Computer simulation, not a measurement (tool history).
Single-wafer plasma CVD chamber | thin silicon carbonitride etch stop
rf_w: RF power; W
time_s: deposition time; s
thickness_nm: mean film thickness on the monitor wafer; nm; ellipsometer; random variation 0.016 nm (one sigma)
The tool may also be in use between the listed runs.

run	hour	rf_w	time_s	thickness_nm
1	0	200	8.64	5.3149
2	8.2	200	9.29	5.7231
3	16.8	200	9.72	5.967
4	25.1	190	9.12	5.5581
5	32.4	190	10.22	6.2336
6	35.9	190	9.09	5.5372
7	42.4	180	8.55	5.1237

Run 8 comes next. What will it give?
8	50.1	170	8.2	?

thickness_nm: 4.8548 nm
